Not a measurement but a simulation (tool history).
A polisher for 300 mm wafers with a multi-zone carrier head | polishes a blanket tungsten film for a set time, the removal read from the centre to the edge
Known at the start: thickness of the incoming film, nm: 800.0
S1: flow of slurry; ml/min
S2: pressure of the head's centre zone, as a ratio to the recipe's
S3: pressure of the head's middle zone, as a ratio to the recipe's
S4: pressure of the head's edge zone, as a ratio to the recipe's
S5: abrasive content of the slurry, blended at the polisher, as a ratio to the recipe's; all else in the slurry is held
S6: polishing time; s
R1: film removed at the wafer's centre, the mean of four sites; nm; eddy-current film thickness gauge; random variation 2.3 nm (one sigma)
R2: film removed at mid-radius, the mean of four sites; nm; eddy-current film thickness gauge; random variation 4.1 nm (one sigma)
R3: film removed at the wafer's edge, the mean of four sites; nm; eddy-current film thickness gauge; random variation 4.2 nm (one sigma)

Run 1, hour 0.0: S1 215 ml/min, S2 1.00, S3 1.00, S4 1.00, S5 1.00, S6 81 s. Result: R1 239.33 nm, R2 245.80 nm, R3 232.28 nm.
Run 2, hour 5.4: S1 215 ml/min, S2 1.00, S3 1.07, S4 1.00, S5 1.00, S6 81 s. Result: R1 238.20 nm, R2 259.40 nm, R3 236.11 nm.
Run 3, hour 11.6: S1 220 ml/min, S2 0.99, S3 1.09, S4 1.03, S5 1.10, S6 83 s. Result: R1 247.24 nm, R2 272.89 nm, R3 251.55 nm.
Run 4, hour 15.4: S1 195 ml/min, S2 0.99, S3 1.09, S4 1.03, S5 1.10, S6 83 s. Result: R1 242.96 nm, R2 270.50 nm, R3 245.57 nm.
Run 5, hour 20.9: S1 175 ml/min, S2 0.99, S3 1.09, S4 1.03, S5 1.10, S6 83 s. Result: R1 234.71 nm, R2 259.71 nm, R3 239.49 nm.
Run 6, hour 22.8: S1 200 ml/min, S2 0.98, S3 1.11, S4 1.06, S5 1.15, S6 84 s. Result: R1 245.47 nm, R2 276.64 nm, R3 255.17 nm.
Run 7, hour 25.6: S1 220 ml/min, S2 0.96, S3 1.13, S4 1.07, S5 1.20, S6 85 s. Result: R1 251.11 nm, R2 294.14 nm, R3 266.87 nm.
Run 8, hour 33.1: S1 235 ml/min, S2 0.95, S3 1.14, S4 1.09, S5 1.25, S6 86 s. Result: R1 257.62 nm, R2 303.11 nm, R3 276.40 nm.

Forecast run 9:
Run 9, hour 39.5: S1 245 ml/min, S2 0.94, S3 1.15, S4 1.11, S5 1.30, S6 87 s. Result: R1 ?, R2 ?, R3 ?.

Run 9 gave R1 256.85 nm, R2 313.35 nm, R3 291.03 nm.
